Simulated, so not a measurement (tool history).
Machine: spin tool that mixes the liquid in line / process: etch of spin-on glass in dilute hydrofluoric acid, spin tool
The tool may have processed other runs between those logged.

run,day,temperature setpoint of the liquid (K),parts of water to one part of 49 % hydrofluoric acid (parts by volume),time under the liquid (s),thickness taken off the spin-on glass on a monitor wafer (Å)
1,0.000,294.15,265,120,109.09
2,0.300,295.15,245,120,125.71
3,0.488,295.65,230,120,137.07
4,0.562,296.15,215,120,153.82
5,0.879,296.65,205,120,163.22
6,1.183,296.65,240,120,134.49
7,1.262,297.15,225,120,148.18
8,1.554,297.65,210,120,165.81

What will run 9 give?
9,1.592,298.15,200,120,?

thickness taken off the spin-on glass on a monitor wafer (Å): 178.65

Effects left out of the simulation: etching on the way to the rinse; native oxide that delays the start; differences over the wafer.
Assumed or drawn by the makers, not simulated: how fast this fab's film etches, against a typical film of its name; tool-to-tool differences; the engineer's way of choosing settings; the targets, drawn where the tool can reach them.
